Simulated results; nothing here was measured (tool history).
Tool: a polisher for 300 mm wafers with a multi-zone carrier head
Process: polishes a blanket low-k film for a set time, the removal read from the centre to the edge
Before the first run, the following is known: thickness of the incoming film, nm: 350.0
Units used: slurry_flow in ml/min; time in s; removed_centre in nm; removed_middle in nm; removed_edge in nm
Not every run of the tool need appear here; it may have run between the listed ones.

Run 1, day 0: slurry_flow 310 ml/min, centre_zone 1, middle_zone 1, edge_zone 1, slurry_solids 1, time 56 s. Result: removed_centre 32.266 nm, removed_middle 31.302 nm, removed_edge 32.912 nm.
Run 2, day 0.362: slurry_flow 310 ml/min, centre_zone 1, middle_zone 0.98, edge_zone 0.99, slurry_solids 0.95, time 56 s. Result: removed_centre 31.063 nm, removed_middle 29.616 nm, removed_edge 32.193 nm.
Run 3, day 0.658: slurry_flow 310 ml/min, centre_zone 1, middle_zone 0.98, edge_zone 1.03, slurry_solids 0.95, time 56 s. Result: removed_centre 31.059 nm, removed_middle 30.627 nm, removed_edge 32.921 nm.
Run 4, day 0.821: slurry_flow 310 ml/min, centre_zone 1, middle_zone 0.97, edge_zone 1.01, slurry_solids 0.9, time 56 s. Result: removed_centre 31.104 nm, removed_middle 29.447 nm, removed_edge 30.906 nm.
Run 5, day 1: slurry_flow 310 ml/min, centre_zone 1.05, middle_zone 0.97, edge_zone 1.01, slurry_solids 0.9, time 56 s. Result: removed_centre 32.812 nm, removed_middle 29.141 nm, removed_edge 31.876 nm.
Run 6, day 1.238: slurry_flow 305 ml/min, centre_zone 1.04, middle_zone 0.95, edge_zone 1, slurry_solids 0.85, time 56 s. Result: removed_centre 31.914 nm, removed_middle 28.561 nm, removed_edge 31.195 nm.
Run 7, day 1.6: slurry_flow 305 ml/min, centre_zone 1.04, middle_zone 0.94, edge_zone 1, slurry_solids 0.8, time 55 s. Result: removed_centre 30.211 nm, removed_middle 27.003 nm, removed_edge 30.202 nm.
Run 8, day 1.758: slurry_flow 310 ml/min, centre_zone 1.04, middle_zone 0.94, edge_zone 0.99, slurry_solids 0.75, time 54 s. Result: removed_centre 29.243 nm, removed_middle 25.862 nm, removed_edge 27.703 nm.
Run 9, day 1.821: slurry_flow 305 ml/min, centre_zone 1.04, middle_zone 0.93, edge_zone 0.98, slurry_solids 0.75, time 54 s. Result: removed_centre 28.822 nm, removed_middle 25.851 nm, removed_edge 28.114 nm.
Run 10, day 2.146: slurry_flow 305 ml/min, centre_zone 1.04, middle_zone 0.92, edge_zone 0.98, slurry_solids 0.7, time 54 s. Result: removed_centre 28.426 nm, removed_middle 24.952 nm, removed_edge 27.62 nm.
Run 11, day 2.433: slurry_flow 305 ml/min, centre_zone 1.04, middle_zone 0.92, edge_zone 0.98, slurry_solids 0.7, time 54 s. Result: removed_centre 28.195 nm, removed_middle 24.822 nm, removed_edge 27.225 nm.
Run 12, day 2.696: slurry_flow 305 ml/min, centre_zone 1.04, middle_zone 0.91, edge_zone 0.97, slurry_solids 0.7, time 54 s. Result: removed_centre 28.313 nm, removed_middle 24.44 nm, removed_edge 27.702 nm.
Run 13, day 3.05: slurry_flow 310 ml/min, centre_zone 1.04, middle_zone 0.91, edge_zone 0.96, slurry_solids 0.7, time 54 s. Result: removed_centre 29.149 nm, removed_middle 24.672 nm, removed_edge 27.608 nm.
Run 14, day 3.383: slurry_flow 305 ml/min, centre_zone 1.03, middle_zone 0.9, edge_zone 0.95, slurry_solids 0.7, time 54 s. Result: removed_centre 27.786 nm, removed_middle 24.257 nm, removed_edge 27.06 nm.
Run 15, day 3.617: slurry_flow 305 ml/min, centre_zone 1.03, middle_zone 0.89, edge_zone 0.94, slurry_solids 0.7, time 54 s. Result: removed_centre 28.295 nm, removed_middle 23.763 nm, removed_edge 27.083 nm.
Run 16, day 3.958: slurry_flow 305 ml/min, centre_zone 1.02, middle_zone 0.89, edge_zone 0.93, slurry_solids 0.7, time 54 s. Result: removed_centre 28.011 nm, removed_middle 23.995 nm, removed_edge 27.229 nm.
Run 17, day 4.262: slurry_flow 305 ml/min, centre_zone 1.02, middle_zone 0.89, edge_zone 0.92, slurry_solids 0.7, time 54 s. Result: removed_centre 27.97 nm, removed_middle 24.27 nm, removed_edge 26.522 nm.
Run 18, day 4.604: slurry_flow 305 ml/min, centre_zone 1.02, middle_zone 0.88, edge_zone 0.92, slurry_solids 0.7, time 54 s. Result: removed_centre 27.862 nm, removed_middle 24.317 nm, removed_edge 26.931 nm.
Run 19, day 4.688: slurry_flow 305 ml/min, centre_zone 1.02, middle_zone 0.87, edge_zone 0.92, slurry_solids 0.7, time 54 s. Result: removed_centre 27.316 nm, removed_middle 24.091 nm, removed_edge 26.706 nm.
Run 20, day 4.838: slurry_flow 305 ml/min, centre_zone 1.02, middle_zone 0.86, edge_zone 0.92, slurry_solids 0.7, time 54 s. Result: removed_centre 28.209 nm, removed_middle 23.66 nm, removed_edge 26.886 nm.
Run 21, day 5.021: slurry_flow 305 ml/min, centre_zone 1.02, middle_zone 0.86, edge_zone 0.91, slurry_solids 0.7, time 54 s. Result: removed_centre 27.863 nm, removed_middle 23.475 nm, removed_edge 26.446 nm.
Run 22, day 5.271: slurry_flow 305 ml/min, centre_zone 1.02, middle_zone 0.85, edge_zone 0.9, slurry_solids 0.7, time 54 s. Result: removed_centre 27.723 nm, removed_middle 23.49 nm, removed_edge 26.254 nm.

Predict the results of run 23:
Run 23, day 5.433: slurry_flow 290 ml/min, centre_zone 1.01, middle_zone 0.83, edge_zone 0.88, slurry_solids 0.6, time 54 s. Result: removed_centre ?, removed_middle ?, removed_edge ?.

removed_centre: 26.196 nm
removed_middle: 21.803 nm
removed_edge: 24.7 nm
